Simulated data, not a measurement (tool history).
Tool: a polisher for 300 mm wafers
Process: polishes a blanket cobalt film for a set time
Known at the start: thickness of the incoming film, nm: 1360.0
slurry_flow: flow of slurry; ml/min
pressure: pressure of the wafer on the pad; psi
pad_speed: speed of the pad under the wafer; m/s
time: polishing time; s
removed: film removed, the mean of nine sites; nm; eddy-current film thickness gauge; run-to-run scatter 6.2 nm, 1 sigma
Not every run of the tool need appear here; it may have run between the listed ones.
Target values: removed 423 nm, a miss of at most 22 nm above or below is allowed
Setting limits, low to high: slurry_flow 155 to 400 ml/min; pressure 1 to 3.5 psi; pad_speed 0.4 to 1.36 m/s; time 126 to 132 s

{"run": 1, "hour": 0.0, "slurry_flow": 255, "pressure": 2.2, "pad_speed": 0.88, "time": 126, "removed": 636.08}
{"run": 2, "hour": 7.8, "slurry_flow": 255, "pressure": 2.2, "pad_speed": 0.88, "time": 126, "removed": 649.13}
{"run": 3, "hour": 8.7, "slurry_flow": 255, "pressure": 2, "pad_speed": 0.88, "time": 126, "removed": 592.27}
{"run": 4, "hour": 9.8, "slurry_flow": 255, "pressure": 2, "pad_speed": 0.88, "time": 132, "removed": 614.94}
{"run": 5, "hour": 12.7, "slurry_flow": 300, "pressure": 2, "pad_speed": 0.88, "time": 132, "removed": 624.93}
{"run": 6, "hour": 18.0, "slurry_flow": 300, "pressure": 1.8, "pad_speed": 0.88, "time": 132, "removed": 581.87}
{"run": 7, "hour": 20.5, "slurry_flow": 300, "pressure": 1.6, "pad_speed": 0.88, "time": 132, "removed": 507.64}
{"run": 8, "hour": 22.2, "slurry_flow": 300, "pressure": 1.5, "pad_speed": 0.88, "time": 132, "removed": 474.44}

Which one of the following 4 next-run settings gets every result inside its allowed miss? There is exactly one.
{"run": "A", "hour": 23.9, "slurry_flow": 280, "pressure": 1.7, "pad_speed": 0.9, "time": 132, "removed": "?"}
{"run": "B", "hour": 23.9, "slurry_flow": 240, "pressure": 1.7, "pad_speed": 0.88, "time": 132, "removed": "?"}
{"run": "C", "hour": 23.9, "slurry_flow": 275, "pressure": 1.4, "pad_speed": 0.82, "time": 126, "removed": "?"}
{"run": "D", "hour": 23.9, "slurry_flow": 300, "pressure": 1.2, "pad_speed": 1.02, "time": 129, "removed": "?"}

move=A removed=533.74
move=B removed=513.25
move=C removed=386.05
move=D removed=425.09
A: lands further from the targets than the last run did
B: lands further from the targets than the last run did
C: takes the biggest miss from the last run beyond its target
D: all results in spec
So the answer is move D, the one that meets all the targets.
